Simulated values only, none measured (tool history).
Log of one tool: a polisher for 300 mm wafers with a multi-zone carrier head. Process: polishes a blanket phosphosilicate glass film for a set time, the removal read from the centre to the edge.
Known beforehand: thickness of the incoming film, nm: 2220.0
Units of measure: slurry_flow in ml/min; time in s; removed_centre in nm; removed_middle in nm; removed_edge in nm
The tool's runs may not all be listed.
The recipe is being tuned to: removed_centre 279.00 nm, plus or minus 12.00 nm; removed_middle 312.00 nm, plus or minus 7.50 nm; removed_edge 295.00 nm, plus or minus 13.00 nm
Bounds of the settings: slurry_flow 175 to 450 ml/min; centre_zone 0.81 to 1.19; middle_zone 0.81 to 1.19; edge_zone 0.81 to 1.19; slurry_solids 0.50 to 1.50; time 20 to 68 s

run 1 hour=0.0 | slurry_flow=290 centre_zone=1.00 middle_zone=1.00 edge_zone=1.00 slurry_solids=1.00 time=44 | removed_centre=449.94 removed_middle=459.41 removed_edge=421.63
run 2 hour=5.2 | slurry_flow=290 centre_zone=1.00 middle_zone=1.05 edge_zone=1.00 slurry_solids=1.00 time=44 | removed_centre=454.08 removed_middle=475.61 removed_edge=440.20
run 3 hour=7.8 | slurry_flow=290 centre_zone=1.00 middle_zone=1.05 edge_zone=1.00 slurry_solids=1.15 time=44 | removed_centre=476.29 removed_middle=512.27 removed_edge=472.39
run 4 hour=10.1 | slurry_flow=290 centre_zone=0.93 middle_zone=1.05 edge_zone=1.00 slurry_solids=1.15 time=44 | removed_centre=447.73 removed_middle=513.97 removed_edge=470.10
run 5 hour=16.2 | slurry_flow=280 centre_zone=0.90 middle_zone=1.02 edge_zone=1.01 slurry_solids=1.00 time=43 | removed_centre=393.29 removed_middle=452.44 removed_edge=424.60
run 6 hour=22.3 | slurry_flow=270 centre_zone=0.88 middle_zone=0.99 edge_zone=0.99 slurry_solids=0.90 time=43 | removed_centre=370.35 removed_middle=416.09 removed_edge=392.97
-- hour=26.4 worn pad replaced by a new one
run 7 hour=26.4 | slurry_flow=265 centre_zone=0.86 middle_zone=0.98 edge_zone=0.98 slurry_solids=0.80 time=43 | removed_centre=359.95 removed_middle=416.72 removed_edge=395.70
run 8 hour=31.6 | slurry_flow=265 centre_zone=0.85 middle_zone=0.96 edge_zone=0.96 slurry_solids=0.70 time=41 | removed_centre=310.62 removed_middle=363.06 removed_edge=349.47
run 9 hour=36.9 | slurry_flow=265 centre_zone=0.87 middle_zone=0.90 edge_zone=0.86 slurry_solids=0.55 time=41 | removed_centre=266.81 removed_middle=279.18 removed_edge=265.71
run 10 hour=39.4 | slurry_flow=270 centre_zone=0.87 middle_zone=0.91 edge_zone=0.88 slurry_solids=0.55 time=41 | removed_centre=257.73 removed_middle=278.30 removed_edge=270.37
run 11 hour=46.1 | slurry_flow=265 centre_zone=0.88 middle_zone=0.93 edge_zone=0.89 slurry_solids=0.55 time=41 | removed_centre=263.16 removed_middle=284.06 removed_edge=275.75
run 12 hour=52.8 | slurry_flow=265 centre_zone=0.88 middle_zone=0.94 edge_zone=0.89 slurry_solids=0.55 time=41 | removed_centre=266.47 removed_middle=288.86 removed_edge=272.67
run 13 hour=58.7 | slurry_flow=265 centre_zone=0.88 middle_zone=0.95 edge_zone=0.90 slurry_solids=0.55 time=41 | removed_centre=263.95 removed_middle=291.97 removed_edge=274.32
run 14 hour=66.9 | slurry_flow=265 centre_zone=0.88 middle_zone=0.95 edge_zone=0.91 slurry_solids=0.55 time=41 | removed_centre=266.27 removed_middle=290.85 removed_edge=276.85
run 15 hour=71.6 | slurry_flow=265 centre_zone=0.88 middle_zone=0.96 edge_zone=0.92 slurry_solids=0.55 time=41 | removed_centre=263.90 removed_middle=295.11 removed_edge=278.35
run 16 hour=80.4 | slurry_flow=265 centre_zone=0.88 middle_zone=0.96 edge_zone=0.93 slurry_solids=0.55 time=41 | removed_centre=261.94 removed_middle=289.14 removed_edge=270.15

Pick the move, out of 4, that brings all results within their allowed miss; only one does.
run A hour=89.2 | slurry_flow=270 centre_zone=1.00 middle_zone=0.91 edge_zone=0.94 slurry_solids=0.50 time=48 | removed_centre=? removed_middle=? removed_edge=?
run B hour=89.2 | slurry_flow=250 centre_zone=1.03 middle_zone=1.10 edge_zone=0.86 slurry_solids=0.50 time=42 | removed_centre=? removed_middle=? removed_edge=?
run C hour=89.2 | slurry_flow=400 centre_zone=0.85 middle_zone=0.93 edge_zone=0.89 slurry_solids=0.90 time=30 | removed_centre=? removed_middle=? removed_edge=?
run D hour=89.2 | slurry_flow=260 centre_zone=0.87 middle_zone=0.88 edge_zone=0.93 slurry_solids=0.65 time=38 | removed_centre=? removed_middle=? removed_edge=?

move=A removed_centre=316.17 removed_middle=298.32 removed_edge=301.25
move=B removed_centre=282.06 removed_middle=301.92 removed_edge=251.91
move=C removed_centre=280.21 removed_middle=311.13 removed_edge=299.16
move=D removed_centre=277.58 removed_middle=290.03 removed_edge=299.64
A: about as far from the targets as the last run
B: misses by more than the last run did
C: all results in spec
D: about as far from the targets as the last run
Move C is the one to make.
